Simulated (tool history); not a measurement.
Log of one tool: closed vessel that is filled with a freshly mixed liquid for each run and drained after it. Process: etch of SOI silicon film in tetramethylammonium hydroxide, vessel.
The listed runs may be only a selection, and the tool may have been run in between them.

run  hour  temperature setpoint of the liquid (°C)  concentration of hydroxide in the mixed liquid (% by weight)  time in the liquid (s)  thickness taken off the SOI silicon film on a monitor wafer (nm)
  1     0                                       71                                                            12                     105                                                             737.7
  2   7.4                                       71                                                            10                     105                                                             792.2
  3  11.8                                       71                                                            10                     110                                                            840.51
  4  13.6                                       71                                                            10                     105                                                            793.17
  5  19.9                                       70                                                            10                     105                                                            759.58
  6  28.3                                     73.5                                                            10                     105                                                            922.03
  7  34.4                                       67                                                          10.5                     105                                                            610.13
  8  39.4                                     66.5                                                          10.5                     105                                                            602.03

Run 9 comes next. What will it give?
  9  44.8                                     64.5                                                          10.5                     105                                                                 ?

Logged for run 9: thickness taken off the SOI silicon film on a monitor wafer (nm) 530.84.

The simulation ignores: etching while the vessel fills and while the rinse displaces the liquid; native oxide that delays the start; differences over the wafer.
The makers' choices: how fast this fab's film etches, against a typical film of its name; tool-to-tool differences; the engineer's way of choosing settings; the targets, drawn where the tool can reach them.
